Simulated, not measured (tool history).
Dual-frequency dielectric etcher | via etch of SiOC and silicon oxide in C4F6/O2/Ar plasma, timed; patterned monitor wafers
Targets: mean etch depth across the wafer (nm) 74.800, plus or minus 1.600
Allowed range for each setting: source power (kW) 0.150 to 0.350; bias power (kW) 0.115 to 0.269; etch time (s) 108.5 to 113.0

| run | hour | source power (kW) | bias power (kW) | etch time (s) | mean etch depth across the wafer (nm) |
|---|---|---|---|---|---|
| 1 | 0.0 | 0.250 | 0.192 | 108.5 | 98.410 |
| 2 | 6.4 | 0.220 | 0.192 | 108.5 | 92.235 |
| 3 | 9.3 | 0.220 | 0.160 | 108.5 | 87.028 |
| 4 | 14.0 | 0.240 | 0.160 | 108.5 | 90.323 |
| 5 | 14.7 | 0.240 | 0.160 | 113.0 | 94.432 |
| 6 | 20.9 | 0.220 | 0.160 | 113.0 | 90.225 |
| 7 | 25.3 | 0.210 | 0.156 | 113.0 | 87.464 |
| 8 | 33.4 | 0.200 | 0.154 | 113.0 | 85.739 |
| 9 | 39.9 | 0.150 | 0.116 | 111.5 | 67.554 |
| 10 | 45.2 | 0.160 | 0.117 | 111.5 | 69.572 |
| 11 | 49.4 | 0.160 | 0.118 | 111.5 | 69.920 |

Exactly one of the 4 candidate moves below puts every result within its allowed miss. Which one?
| A | 53.6 | 0.180 | 0.118 | 113.0 | ? |
| B | 53.6 | 0.160 | 0.123 | 113.0 | ? |
| C | 53.6 | 0.150 | 0.115 | 108.5 | ? |
| D | 53.6 | 0.160 | 0.118 | 112.5 | ? |

| move | mean etch depth across the wafer (nm) |
|---|---|
| A | 75.411 |
| B | 72.445 |
| C | 65.881 |
| D | 71.111 |
A: every result within its allowed miss
B: moves toward the targets from the last run without getting all of them in spec
C: misses by more than the last run did
D: moves toward the targets from the last run without getting all of them in spec
A meets every target.
